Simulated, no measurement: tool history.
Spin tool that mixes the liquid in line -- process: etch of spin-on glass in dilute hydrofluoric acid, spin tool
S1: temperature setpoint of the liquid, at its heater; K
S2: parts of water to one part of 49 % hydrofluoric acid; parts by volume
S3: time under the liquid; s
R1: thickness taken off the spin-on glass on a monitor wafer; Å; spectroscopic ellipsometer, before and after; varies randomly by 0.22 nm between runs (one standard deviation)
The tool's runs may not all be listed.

{"run": 1, "hour": 0.0, "S1": 296.15, "S2": 220, "S3": 265, "R1": 495.38}
{"run": 2, "hour": 8.4, "S1": 297.65, "S2": 220, "S3": 265, "R1": 527.68}
{"run": 3, "hour": 16.0, "S1": 297.65, "S2": 220, "S3": 265, "R1": 527.94}
{"run": 4, "hour": 20.1, "S1": 296.15, "S2": 235, "S3": 265, "R1": 458.02}
{"run": 5, "hour": 24.1, "S1": 294.15, "S2": 235, "S3": 265, "R1": 422.35}
{"hour": 25.7, "done": "thermometer replaced"}
{"run": 6, "hour": 25.7, "S1": 293.65, "S2": 245, "S3": 265, "R1": 370.91}
{"run": 7, "hour": 31.0, "S1": 293.15, "S2": 250, "S3": 265, "R1": 365.35}

The next listed run, before its measurement:
{"run": 8, "hour": 38.5, "S1": 292.65, "S2": 255, "S3": 265, "R1": "?"}

Run 8 measured R1 344.61 Å.
